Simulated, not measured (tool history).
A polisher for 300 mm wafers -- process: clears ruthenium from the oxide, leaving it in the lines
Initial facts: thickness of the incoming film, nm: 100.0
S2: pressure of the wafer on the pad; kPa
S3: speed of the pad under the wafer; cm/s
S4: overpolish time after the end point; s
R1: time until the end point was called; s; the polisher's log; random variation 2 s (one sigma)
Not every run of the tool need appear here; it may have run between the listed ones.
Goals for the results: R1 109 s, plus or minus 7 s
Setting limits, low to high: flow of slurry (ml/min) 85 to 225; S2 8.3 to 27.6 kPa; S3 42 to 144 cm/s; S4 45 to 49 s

run 1 day=0 | flow_of_slurry_(ml/min)=145 S2=17.9 S3=92 S4=45 | R1=70.23
run 2 day=0.1 | flow_of_slurry_(ml/min)=145 S2=16.5 S3=92 S4=45 | R1=77.874
run 3 day=0.217 | flow_of_slurry_(ml/min)=145 S2=19.3 S3=92 S4=45 | R1=65.65
run 4 day=0.296 | flow_of_slurry_(ml/min)=145 S2=17.9 S3=90 S4=45 | R1=73.35
run 5 day=0.433 | flow_of_slurry_(ml/min)=145 S2=17.9 S3=90 S4=45 | R1=73.807
run 6 day=0.808 | flow_of_slurry_(ml/min)=145 S2=16.5 S3=90 S4=45 | R1=80.7
run 7 day=1 | flow_of_slurry_(ml/min)=145 S2=16.5 S3=90 S4=45 | R1=78.303
run 8 day=1.096 | flow_of_slurry_(ml/min)=145 S2=15.9 S3=90 S4=45 | R1=79.462
run 9 day=1.458 | flow_of_slurry_(ml/min)=145 S2=14.5 S3=88 S4=45 | R1=95.034
run 10 day=1.483 | flow_of_slurry_(ml/min)=145 S2=13.1 S3=88 S4=45 | R1=99.943

4 candidate next runs follow, results not yet known. Just one meets every target within its allowed miss. Identify it.
run A day=1.508 | flow_of_slurry_(ml/min)=125 S2=13.8 S3=94 S4=49 | R1=?
run B day=1.508 | flow_of_slurry_(ml/min)=195 S2=11.7 S3=102 S4=45 | R1=?
run C day=1.508 | flow_of_slurry_(ml/min)=105 S2=13.8 S3=86 S4=45 | R1=?
run D day=1.508 | flow_of_slurry_(ml/min)=150 S2=12.4 S3=100 S4=45 | R1=?

move=A R1=94.918
move=B R1=94.508
move=C R1=108.16
move=D R1=95.207
A: its largest miss is bigger than the last run's
B: its largest miss is bigger than the last run's
C: every result lands within tolerance
D: its largest miss is bigger than the last run's
C is the move that brings every result within its allowed miss.
